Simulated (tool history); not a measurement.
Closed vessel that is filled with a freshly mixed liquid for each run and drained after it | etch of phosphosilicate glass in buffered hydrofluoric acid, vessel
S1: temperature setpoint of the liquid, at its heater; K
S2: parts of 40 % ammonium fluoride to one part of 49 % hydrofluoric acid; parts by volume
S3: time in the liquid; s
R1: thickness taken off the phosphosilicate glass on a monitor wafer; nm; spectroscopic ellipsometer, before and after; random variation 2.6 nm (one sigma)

run,hour,S1,S2,S3,R1
1,0,294.15,9,90,481.32
2,4.5,294.15,11,90,423.66
3,8.6,294.15,11,100,460.6
4,10.3,293.15,12,100,406.32
5,15.6,292.15,12.5,100,365.17
6,22.2,291.65,13,100,335.45
7,30,291.15,13,100,328.85

Run 8 comes next. What will it give?
8,37.7,290.65,13.5,100,?

Run 8 gave R1 309.37 nm.
